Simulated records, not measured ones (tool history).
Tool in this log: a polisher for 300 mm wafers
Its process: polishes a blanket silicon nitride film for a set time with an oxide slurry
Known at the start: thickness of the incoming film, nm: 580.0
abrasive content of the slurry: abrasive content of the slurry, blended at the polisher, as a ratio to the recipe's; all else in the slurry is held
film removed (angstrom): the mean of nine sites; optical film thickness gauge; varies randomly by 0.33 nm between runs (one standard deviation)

| run | hour | flow of slurry (ml/min) | pressure of the wafer on the pad (kPa) | speed of the pad under the wafer (cm/s) | abrasive content of the slurry | polishing time (s) | film removed (angstrom) |
|---|---|---|---|---|---|---|---|
| 1 | 0 | 175 | 31 | 92 | 1 | 43 | 344.76 |
| 2 | 5.8 | 175 | 30.3 | 92 | 1 | 43 | 331.32 |
| 3 | 9.8 | 175 | 35.9 | 92 | 1 | 43 | 384.04 |
| 4 | 16 | 135 | 35.9 | 92 | 1 | 43 | 358.39 |
| 5 | 24.8 | 135 | 35.9 | 92 | 1 | 43 | 363.04 |
| 6 | 26.7 | 135 | 35.9 | 92 | 1.15 | 43 | 391.61 |
| 7 | 31.5 | 135 | 34.5 | 92 | 1.15 | 43 | 380.72 |
| 8 | 34.3 | 135 | 34.5 | 92 | 1.15 | 43 | 372.33 |
| 9 | 38.2 | 135 | 33.1 | 92 | 1.15 | 43 | 368.08 |

Estimate the outcome of run 10 from the log above:
| 10 | 39.5 | 135 | 31.7 | 92 | 1.15 | 43 | ? |

Run 10 yielded film removed (angstrom) 365.73.

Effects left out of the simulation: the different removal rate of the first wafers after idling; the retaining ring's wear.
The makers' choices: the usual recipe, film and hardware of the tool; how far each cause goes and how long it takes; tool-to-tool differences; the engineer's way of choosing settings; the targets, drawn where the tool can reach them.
